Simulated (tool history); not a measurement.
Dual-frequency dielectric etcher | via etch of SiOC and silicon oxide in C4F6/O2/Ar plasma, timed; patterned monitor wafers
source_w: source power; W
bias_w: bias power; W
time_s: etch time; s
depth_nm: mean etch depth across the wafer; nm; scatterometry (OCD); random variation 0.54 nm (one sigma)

| run | hour | source_w | bias_w | time_s | depth_nm |
|---|---|---|---|---|---|
| 1 | 0 | 360 | 229 | 70 | 91.009 |
| 2 | 6.2 | 360 | 229 | 70 | 89.302 |
| 3 | 13.8 | 380 | 233 | 70 | 92.991 |
| 4 | 18.9 | 380 | 217 | 70 | 90.916 |
| 5 | 22.6 | 390 | 220 | 70 | 91.844 |
| 6 | 30 | 410 | 220 | 70 | 94.167 |

Run 7 comes next. What will it give?
| 7 | 33.9 | 420 | 222 | 70 | ? |

depth_nm: 95.552 nm
